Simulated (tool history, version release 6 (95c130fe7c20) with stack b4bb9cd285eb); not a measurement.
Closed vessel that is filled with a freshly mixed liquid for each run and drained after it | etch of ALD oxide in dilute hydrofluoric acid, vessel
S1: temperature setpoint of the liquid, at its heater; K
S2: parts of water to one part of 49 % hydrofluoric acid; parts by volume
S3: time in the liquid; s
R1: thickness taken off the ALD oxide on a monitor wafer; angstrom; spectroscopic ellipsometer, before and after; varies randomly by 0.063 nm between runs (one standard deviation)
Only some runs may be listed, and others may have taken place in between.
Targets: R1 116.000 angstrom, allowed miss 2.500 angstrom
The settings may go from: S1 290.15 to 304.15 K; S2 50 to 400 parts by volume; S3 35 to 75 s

run  hour      S1   S2  S3       R1
  1   0.0  296.15  225  75   55.267
  2   2.8  296.15  265  75   44.916
  3   4.9  296.15  200  75   63.408
  4  11.0  297.15  190  75   69.697
  5  16.9  296.15  190  75   67.838
  6  19.1  297.15  180  75   75.190
  7  27.3  297.15  180  75   74.617
  8  28.8  298.15  175  75   80.748
  9  33.1  299.15  175  75   82.997
 10  39.0  299.65  170  75   88.133
 11  46.7  300.15  170  75   89.967
 12  53.3  300.65  170  75   91.770
 13  61.3  300.65  170  75   92.078
 14  66.3  301.15  170  75   94.398
 15  71.8  301.65  170  75   94.270
     74.6  -- thermometer replaced
 16  74.6  302.15  165  75   94.174
 17  83.1  302.65  160  75   98.788
 18  84.4  302.65  155  75  103.850

Of the 4 settings listed for the next run, only one would bring every result within its allowed miss of target. Which one?
  A  85.7  303.65  145  75   ?
  B  85.7  302.15  145  75   ?
  C  85.7  303.65  140  75   ?
  D  85.7  302.15  130  75   ?

move       R1
   A  115.360
   B  109.260
   C  120.280
   D  124.280
A: all results in spec
B: closes in on the targets versus the last run, not all within tolerance yet
C: carries the result that was furthest off beyond its target, to the other side
D: carries the result that was furthest off beyond its target, to the other side
So the answer is move A, the one that meets all the targets.
